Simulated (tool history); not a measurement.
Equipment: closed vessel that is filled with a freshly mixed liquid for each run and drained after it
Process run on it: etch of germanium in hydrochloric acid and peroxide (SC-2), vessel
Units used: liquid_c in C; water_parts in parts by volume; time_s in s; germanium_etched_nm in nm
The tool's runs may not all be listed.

{"run": 1, "day": 0.0, "liquid_c": 60, "water_parts": 7, "time_s": 30, "germanium_etched_nm": 92.535}
{"run": 2, "day": 0.158, "liquid_c": 60, "water_parts": 8, "time_s": 30, "germanium_etched_nm": 90.701}
{"run": 3, "day": 0.446, "liquid_c": 60, "water_parts": 8, "time_s": 30, "germanium_etched_nm": 93.239}
{"run": 4, "day": 0.571, "liquid_c": 60, "water_parts": 8, "time_s": 30, "germanium_etched_nm": 92.507}
{"run": 5, "day": 0.833, "liquid_c": 64.5, "water_parts": 8, "time_s": 30, "germanium_etched_nm": 105.56}
{"run": 6, "day": 1.058, "liquid_c": 63, "water_parts": 8, "time_s": 30, "germanium_etched_nm": 100.84}

The next listed run, before its measurement:
{"run": 7, "day": 1.146, "liquid_c": 61.5, "water_parts": 8, "time_s": 30, "germanium_etched_nm": "?"}

germanium_etched_nm: 97.695 nm

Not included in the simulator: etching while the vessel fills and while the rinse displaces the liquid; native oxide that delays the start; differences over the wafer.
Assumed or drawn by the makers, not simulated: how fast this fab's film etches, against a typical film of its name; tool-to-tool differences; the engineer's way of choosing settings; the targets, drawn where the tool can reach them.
